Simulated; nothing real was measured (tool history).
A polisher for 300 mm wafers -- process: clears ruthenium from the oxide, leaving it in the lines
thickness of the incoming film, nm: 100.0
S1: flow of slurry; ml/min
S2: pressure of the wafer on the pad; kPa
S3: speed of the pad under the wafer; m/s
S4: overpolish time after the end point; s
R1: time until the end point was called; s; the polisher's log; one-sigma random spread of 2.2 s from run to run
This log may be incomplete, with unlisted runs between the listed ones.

run,hour,S1,S2,S3,S4,R1
1,0.0,150,14.5,0.90,9,104.960
2,0.7,150,13.1,0.90,9,109.720
3,4.6,150,15.2,0.90,9,100.210
4,13.2,175,15.2,0.90,9,94.936
5,18.6,165,13.1,0.88,9,108.230
6,20.7,190,13.1,0.88,9,106.820
7,29.6,185,11.7,0.86,9,115.920
8,30.4,180,10.3,0.86,9,128.240
9,39.2,175,9.7,0.86,9,130.020

What will run 10 give?
10,47.2,170,9.0,0.86,9,?

R1: 136.950 s
